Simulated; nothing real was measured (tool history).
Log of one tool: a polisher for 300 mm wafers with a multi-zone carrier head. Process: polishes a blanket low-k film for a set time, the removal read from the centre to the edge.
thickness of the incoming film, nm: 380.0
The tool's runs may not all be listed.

| run | hour | flow of slurry (ml/min) | pressure of the head's centre zone | pressure of the head's middle zone | pressure of the head's edge zone | abrasive content of the slurry | polishing time (s) | film removed at the wafer's centre (angstrom) | film removed at mid-radius (angstrom) | film removed at the wafer's edge (angstrom) |
|---|---|---|---|---|---|---|---|---|---|---|
| 1 | 0 | 240 | 1 | 1 | 1 | 1 | 59 | 129.92 | 124.94 | 125.81 |
| 2 | 1 | 240 | 1 | 0.93 | 1 | 1 | 59 | 129.2 | 120.2 | 128.21 |
| 3 | 5.7 | 245 | 1 | 0.95 | 1.01 | 1.05 | 61 | 140.4 | 125.85 | 136.14 |
| 4 | 8.5 | 240 | 0.99 | 0.97 | 1 | 1.1 | 63 | 146.3 | 140.57 | 145.8 |
| 5 | 17.2 | 240 | 0.99 | 0.97 | 1 | 1.25 | 63 | 157.06 | 150.46 | 153.61 |
| 6 | 24.1 | 240 | 0.99 | 0.97 | 1 | 1.45 | 63 | 170.32 | 157.78 | 165.92 |
| 7 | 31.3 | 245 | 0.99 | 0.99 | 1.01 | 1.45 | 64 | 172.25 | 161.95 | 173.09 |

The next listed run, before its measurement:
| 8 | 37.1 | 245 | 1 | 1.01 | 1.01 | 1.45 | 65 | ? | ? | ? |

{"run 8": {"film removed at the wafer's centre (angstrom)": 173.06, "film removed at mid-radius (angstrom)": 171.89, "film removed at the wafer's edge (angstrom)": 173.37}}

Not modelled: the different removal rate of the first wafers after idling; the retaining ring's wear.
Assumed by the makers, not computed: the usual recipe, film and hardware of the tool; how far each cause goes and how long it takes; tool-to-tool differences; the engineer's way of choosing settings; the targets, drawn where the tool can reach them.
